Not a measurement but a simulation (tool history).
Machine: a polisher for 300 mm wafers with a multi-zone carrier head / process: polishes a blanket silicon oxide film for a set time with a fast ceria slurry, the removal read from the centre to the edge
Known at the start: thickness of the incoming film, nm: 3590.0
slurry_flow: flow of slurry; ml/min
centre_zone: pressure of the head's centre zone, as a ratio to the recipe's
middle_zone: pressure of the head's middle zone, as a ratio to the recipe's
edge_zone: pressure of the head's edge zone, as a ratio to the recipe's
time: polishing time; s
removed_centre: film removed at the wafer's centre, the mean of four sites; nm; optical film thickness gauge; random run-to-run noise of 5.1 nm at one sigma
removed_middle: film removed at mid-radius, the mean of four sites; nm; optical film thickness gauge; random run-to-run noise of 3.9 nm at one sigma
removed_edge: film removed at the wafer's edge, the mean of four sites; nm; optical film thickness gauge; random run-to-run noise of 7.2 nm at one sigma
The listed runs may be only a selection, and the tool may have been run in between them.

run,hour,slurry_flow,centre_zone,middle_zone,edge_zone,time,removed_centre,removed_middle,removed_edge
1,0.0,185,1.00,1.00,1.00,40,609.66,623.18,617.58
2,5.4,185,1.00,0.97,1.00,40,613.17,620.75,623.12
3,10.2,185,1.08,0.97,1.00,40,656.73,609.33,618.56
4,17.1,185,1.08,0.92,1.00,40,657.50,587.95,626.53
5,18.1,185,1.08,0.92,1.00,36,589.38,533.72,564.61
6,21.8,185,1.08,0.84,1.00,36,597.53,500.95,559.05
7,30.0,185,1.08,0.84,1.00,36,585.76,497.46,560.39

Estimate the outcome of run 8 from the log above:
8,34.3,195,1.09,0.84,1.00,36,?,?,?

Run 8 measured removed_centre 600.35 nm, removed_middle 508.43 nm, removed_edge 569.31 nm.

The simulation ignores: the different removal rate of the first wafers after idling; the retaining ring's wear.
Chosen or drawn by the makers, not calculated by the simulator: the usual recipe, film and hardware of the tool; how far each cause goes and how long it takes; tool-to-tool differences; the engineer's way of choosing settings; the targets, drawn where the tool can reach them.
